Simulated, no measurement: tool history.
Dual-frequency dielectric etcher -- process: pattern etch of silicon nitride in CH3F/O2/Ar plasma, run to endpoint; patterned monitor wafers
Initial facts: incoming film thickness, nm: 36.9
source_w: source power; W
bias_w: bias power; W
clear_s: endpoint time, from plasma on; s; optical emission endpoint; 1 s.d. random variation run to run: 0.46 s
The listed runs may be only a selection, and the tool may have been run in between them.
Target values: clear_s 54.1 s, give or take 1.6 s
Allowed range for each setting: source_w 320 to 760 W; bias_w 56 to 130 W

{"run": 1, "hour": 0.0, "source_w": 540, "bias_w": 93, "clear_s": 46.531}
{"run": 2, "hour": 8.7, "source_w": 540, "bias_w": 85, "clear_s": 47.846}
{"run": 3, "hour": 10.7, "source_w": 540, "bias_w": 98, "clear_s": 45.25}
{"run": 4, "hour": 12.4, "source_w": 540, "bias_w": 92, "clear_s": 45.934}
{"run": 5, "hour": 19.6, "source_w": 540, "bias_w": 100, "clear_s": 44.874}
{"run": 6, "hour": 24.4, "source_w": 640, "bias_w": 100, "clear_s": 41.219}
{"run": 7, "hour": 29.9, "source_w": 550, "bias_w": 95, "clear_s": 45.016}
{"run": 8, "hour": 31.7, "source_w": 490, "bias_w": 92, "clear_s": 48.066}

Next run, 4 choices. One meets every target within its allowed miss, the rest don't. Which?
{"run": "A", "hour": 33.5, "source_w": 540, "bias_w": 103, "clear_s": "?"}
{"run": "B", "hour": 33.5, "source_w": 390, "bias_w": 70, "clear_s": "?"}
{"run": "C", "hour": 33.5, "source_w": 450, "bias_w": 95, "clear_s": "?"}
{"run": "D", "hour": 33.5, "source_w": 410, "bias_w": 83, "clear_s": "?"}

move=A clear_s=44.591
move=B clear_s=59.176
move=C clear_s=49.669
move=D clear_s=54.39
A: further off than the last run
B: moves the result that the last run missed by most past its target, out the other side
C: gains on the last run, yet a result remains outside its allowed miss
D: hits every target within its allowed miss
Move D is the one to make.
